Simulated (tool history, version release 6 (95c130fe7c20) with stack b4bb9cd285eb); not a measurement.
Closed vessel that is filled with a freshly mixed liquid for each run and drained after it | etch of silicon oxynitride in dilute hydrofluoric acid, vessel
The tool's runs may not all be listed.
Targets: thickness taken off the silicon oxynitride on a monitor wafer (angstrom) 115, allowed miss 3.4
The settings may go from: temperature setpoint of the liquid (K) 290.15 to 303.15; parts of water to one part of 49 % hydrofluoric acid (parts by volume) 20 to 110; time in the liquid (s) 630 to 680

run,day,temperature setpoint of the liquid (K),parts of water to one part of 49 % hydrofluoric acid (parts by volume),time in the liquid (s),thickness taken off the silicon oxynitride on a monitor wafer (angstrom)
1,0,295.15,60,630,201.83
2,0.104,295.15,70,630,170.95
3,0.492,291.65,70,630,141.69
4,0.567,290.65,75,630,127.5
5,0.758,290.65,55,630,171.68
6,0.808,290.15,55,630,169.82
7,0.971,290.15,60,630,153.76
8,1.012,290.15,65,630,143.29
9,1.342,290.15,75,630,122.16

Which of these 5 next moves meets every target?
A,1.671,290.15,75,635,?
B,1.671,290.15,75,655,?
C,1.671,291.65,75,630,?
D,1.671,298.15,110,630,?
E,1.671,290.15,80,630,?

move,thickness taken off the silicon oxynitride on a monitor wafer (angstrom)
A,125.95
B,129.92
C,134.8
D,122.51
E,116.77
A: further off than the last run
B: further off than the last run
C: further off than the last run
D: as far off as the last run
E: meets every target
The right move is E.
